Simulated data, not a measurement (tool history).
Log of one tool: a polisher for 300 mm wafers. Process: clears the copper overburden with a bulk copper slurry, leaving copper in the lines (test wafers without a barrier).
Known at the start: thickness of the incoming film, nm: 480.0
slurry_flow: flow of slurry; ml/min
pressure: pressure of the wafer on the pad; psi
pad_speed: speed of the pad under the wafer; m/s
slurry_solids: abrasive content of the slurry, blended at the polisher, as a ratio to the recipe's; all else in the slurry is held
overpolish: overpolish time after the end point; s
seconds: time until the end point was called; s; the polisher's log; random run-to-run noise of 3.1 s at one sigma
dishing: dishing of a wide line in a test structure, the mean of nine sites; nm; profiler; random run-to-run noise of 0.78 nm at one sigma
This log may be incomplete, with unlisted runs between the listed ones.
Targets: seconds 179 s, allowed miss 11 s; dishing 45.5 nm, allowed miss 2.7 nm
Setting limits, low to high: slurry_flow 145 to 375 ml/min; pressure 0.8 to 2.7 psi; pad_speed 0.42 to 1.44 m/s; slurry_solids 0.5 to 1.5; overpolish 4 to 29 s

Run 1, day 0: slurry_flow 240 ml/min, pressure 1.7 psi, pad_speed 0.92 m/s, slurry_solids 1, overpolish 15 s. Result: seconds 84.646 s, dishing 51.35 nm.
Run 2, day 0.292: slurry_flow 240 ml/min, pressure 1.7 psi, pad_speed 1.12 m/s, slurry_solids 1, overpolish 15 s. Result: seconds 70.521 s, dishing 60.103 nm.
Run 3, day 0.342: slurry_flow 240 ml/min, pressure 1.6 psi, pad_speed 1.08 m/s, slurry_solids 1, overpolish 16 s. Result: seconds 77.841 s, dishing 57.864 nm.
Run 4, day 0.404: slurry_flow 240 ml/min, pressure 1.3 psi, pad_speed 1.08 m/s, slurry_solids 1, overpolish 16 s. Result: seconds 94.403 s, dishing 49.246 nm.
Run 5, day 0.704: slurry_flow 240 ml/min, pressure 1.2 psi, pad_speed 1.04 m/s, slurry_solids 1, overpolish 17 s. Result: seconds 104.69 s, dishing 46.118 nm.
Run 6, day 1.008: slurry_flow 240 ml/min, pressure 1.2 psi, pad_speed 1.04 m/s, slurry_solids 1.1, overpolish 17 s. Result: seconds 100.71 s, dishing 47.016 nm.
Run 7, day 1.292: slurry_flow 235 ml/min, pressure 1.1 psi, pad_speed 1.02 m/s, slurry_solids 1.05, overpolish 18 s. Result: seconds 116.28 s, dishing 45.902 nm.
Run 8, day 1.517: slurry_flow 230 ml/min, pressure 1.1 psi, pad_speed 1 m/s, slurry_solids 1.05, overpolish 19 s. Result: seconds 119.06 s, dishing 46.893 nm.
Run 9, day 1.646: slurry_flow 230 ml/min, pressure 1.1 psi, pad_speed 1 m/s, slurry_solids 1.05, overpolish 19 s. Result: seconds 118.59 s, dishing 46.211 nm.
Run 10, day 1.846: slurry_flow 225 ml/min, pressure 1.1 psi, pad_speed 0.98 m/s, slurry_solids 1.05, overpolish 20 s. Result: seconds 121.16 s, dishing 48.939 nm.
Run 11, day 2.075: slurry_flow 225 ml/min, pressure 1.1 psi, pad_speed 0.98 m/s, slurry_solids 1.05, overpolish 20 s. Result: seconds 118.43 s, dishing 47.644 nm.

Which one of the following 5 next-run settings gets every result inside its allowed miss? There is exactly one.
Run A, day 2.304: slurry_flow 210 ml/min, pressure 1.8 psi, pad_speed 0.84 m/s, slurry_solids 1.2, overpolish 12 s. Result: seconds ?, dishing ?.
Run B, day 2.304: slurry_flow 225 ml/min, pressure 1 psi, pad_speed 0.9 m/s, slurry_solids 1, overpolish 25 s. Result: seconds ?, dishing ?.
Run C, day 2.304: slurry_flow 230 ml/min, pressure 1.7 psi, pad_speed 1.14 m/s, slurry_solids 0.95, overpolish 11 s. Result: seconds ?, dishing ?.
Run D, day 2.304: slurry_flow 195 ml/min, pressure 1.1 psi, pad_speed 0.78 m/s, slurry_solids 1.1, overpolish 28 s. Result: seconds ?, dishing ?.
Run E, day 2.304: slurry_flow 205 ml/min, pressure 1 psi, pad_speed 0.76 m/s, slurry_solids 0.85, overpolish 28 s. Result: seconds ?, dishing ?.

move  seconds  dishing
   A   81.065   43.821
   B    138.3   47.503
   C   66.644   47.501
   D   143.67   50.775
   E    170.2   44.429
A: further off than the last run
B: nearer the targets than the last run, but a result is still out of spec
C: further off than the last run
D: nearer the targets than the last run, but a result is still out of spec
E: each result inside its tolerance
The right move is E.
